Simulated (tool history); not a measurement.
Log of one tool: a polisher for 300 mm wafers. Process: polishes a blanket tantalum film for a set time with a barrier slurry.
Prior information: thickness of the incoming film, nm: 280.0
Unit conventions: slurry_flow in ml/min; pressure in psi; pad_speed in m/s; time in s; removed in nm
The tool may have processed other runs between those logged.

{"run": 1, "hour": 0.0, "slurry_flow": 320, "pressure": 1.9, "pad_speed": 0.84, "slurry_solids": 1.0, "time": 40, "removed": 59.247}
{"run": 2, "hour": 3.2, "slurry_flow": 320, "pressure": 2.2, "pad_speed": 0.84, "slurry_solids": 1.0, "time": 40, "removed": 68.642}
{"run": 3, "hour": 9.6, "slurry_flow": 320, "pressure": 2.2, "pad_speed": 0.84, "slurry_solids": 0.9, "time": 40, "removed": 66.647}
{"run": 4, "hour": 10.9, "slurry_flow": 320, "pressure": 2.2, "pad_speed": 0.84, "slurry_solids": 0.9, "time": 40, "removed": 66.77}
{"run": 5, "hour": 16.1, "slurry_flow": 320, "pressure": 2.4, "pad_speed": 0.86, "slurry_solids": 0.9, "time": 40, "removed": 73.905}
{"run": 6, "hour": 19.1, "slurry_flow": 320, "pressure": 2.4, "pad_speed": 1.06, "slurry_solids": 0.9, "time": 40, "removed": 88.55}
{"run": 7, "hour": 19.7, "slurry_flow": 320, "pressure": 2.5, "pad_speed": 1.06, "slurry_solids": 0.9, "time": 40, "removed": 91.84}

Run 8 is up next; what results do you expect?
{"run": 8, "hour": 22.2, "slurry_flow": 320, "pressure": 2.6, "pad_speed": 1.06, "slurry_solids": 0.9, "time": 40, "removed": "?"}

Run 8 came out at removed 95.696 nm.
